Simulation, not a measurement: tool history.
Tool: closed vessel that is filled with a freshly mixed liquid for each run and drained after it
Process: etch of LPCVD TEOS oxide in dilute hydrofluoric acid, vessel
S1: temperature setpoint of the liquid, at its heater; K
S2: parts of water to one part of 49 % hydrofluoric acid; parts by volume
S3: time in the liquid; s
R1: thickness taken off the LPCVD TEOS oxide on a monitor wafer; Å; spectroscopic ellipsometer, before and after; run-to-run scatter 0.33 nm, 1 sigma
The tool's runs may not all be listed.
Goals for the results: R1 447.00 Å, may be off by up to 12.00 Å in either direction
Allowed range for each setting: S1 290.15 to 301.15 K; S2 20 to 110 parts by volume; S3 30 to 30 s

run  hour      S1  S2  S3      R1
  1   0.0  293.15  60  30  137.37
  2   2.0  293.15  40  30  213.08
  3   7.3  293.15  40  30  213.55
  4   9.4  293.15  50  30  167.11
  5  14.2  295.65  40  30  233.46
  6  18.0  292.65  40  30  208.55
  7  24.0  296.65  20  30  510.36
  8  28.3  296.15  20  30  500.28
  9  31.5  295.65  20  30  489.48
 10  35.8  295.65  20  30  486.56
 11  44.8  295.15  20  30  469.73
 12  52.3  294.65  20  30  469.20

4 candidate next runs follow, results not yet known. Just one meets every target within its allowed miss. Identify it.
  A  59.8  297.65  25  30   ?
  B  59.8  293.65  20  30   ?
  C  59.8  295.15  20  30   ?
  D  59.8  295.65  20  30   ?

move      R1
   A  419.61
   B  445.24
   C  474.96
   D  485.22
A: moves the result that the last run missed by most past its target, out the other side
B: hits every target within its allowed miss
C: lands further from the targets than the last run did
D: lands further from the targets than the last run did
The right move is B.
